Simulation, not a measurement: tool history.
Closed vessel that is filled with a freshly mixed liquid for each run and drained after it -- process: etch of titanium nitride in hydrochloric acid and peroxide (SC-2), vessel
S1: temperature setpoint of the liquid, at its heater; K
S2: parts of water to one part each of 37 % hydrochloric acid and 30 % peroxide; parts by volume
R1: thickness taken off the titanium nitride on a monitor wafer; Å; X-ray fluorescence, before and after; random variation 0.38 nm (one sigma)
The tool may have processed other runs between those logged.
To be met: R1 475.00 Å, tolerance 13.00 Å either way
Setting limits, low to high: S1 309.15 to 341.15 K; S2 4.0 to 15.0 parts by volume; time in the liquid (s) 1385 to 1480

{"run": 1, "hour": 0.0, "S1": 325.15, "S2": 8.5, "time in the liquid (s)": 1385, "R1": 281.18}
{"run": 2, "hour": 7.1, "S1": 325.15, "S2": 8.5, "time in the liquid (s)": 1480, "R1": 297.93}
{"run": 3, "hour": 9.3, "S1": 321.65, "S2": 8.5, "time in the liquid (s)": 1480, "R1": 238.59}
{"run": 4, "hour": 13.5, "S1": 322.65, "S2": 8.5, "time in the liquid (s)": 1480, "R1": 251.9}
{"run": 5, "hour": 15.7, "S1": 323.65, "S2": 8.5, "time in the liquid (s)": 1480, "R1": 270.95}
{"run": 6, "hour": 17.3, "S1": 329.65, "S2": 8.5, "time in the liquid (s)": 1480, "R1": 404.64}
{"run": 7, "hour": 20.3, "S1": 330.15, "S2": 8.5, "time in the liquid (s)": 1480, "R1": 417.14}
{"run": 8, "hour": 23.6, "S1": 331.15, "S2": 8.5, "time in the liquid (s)": 1480, "R1": 443.21}

Which one of the following 5 next-run settings gets every result inside its allowed miss? There is exactly one.
{"run": "A", "hour": 26.9, "S1": 334.15, "S2": 9.5, "time in the liquid (s)": 1430, "R1": "?"}
{"run": "B", "hour": 26.9, "S1": 332.15, "S2": 10.0, "time in the liquid (s)": 1420, "R1": "?"}
{"run": "C", "hour": 26.9, "S1": 331.15, "S2": 9.5, "time in the liquid (s)": 1480, "R1": "?"}
{"run": "D", "hour": 26.9, "S1": 324.65, "S2": 5.5, "time in the liquid (s)": 1385, "R1": "?"}
{"run": "E", "hour": 26.9, "S1": 326.15, "S2": 4.5, "time in the liquid (s)": 1480, "R1": "?"}

move=A R1=470.04
move=B R1=394.56
move=C R1=402.79
move=D R1=379.38
move=E R1=516.27
A: in spec on every target
B: the biggest miss grows against the last run
C: the biggest miss grows against the last run
D: the biggest miss grows against the last run
E: carries the result that was furthest off beyond its target, to the other side
Correct choice: A, which meets every target
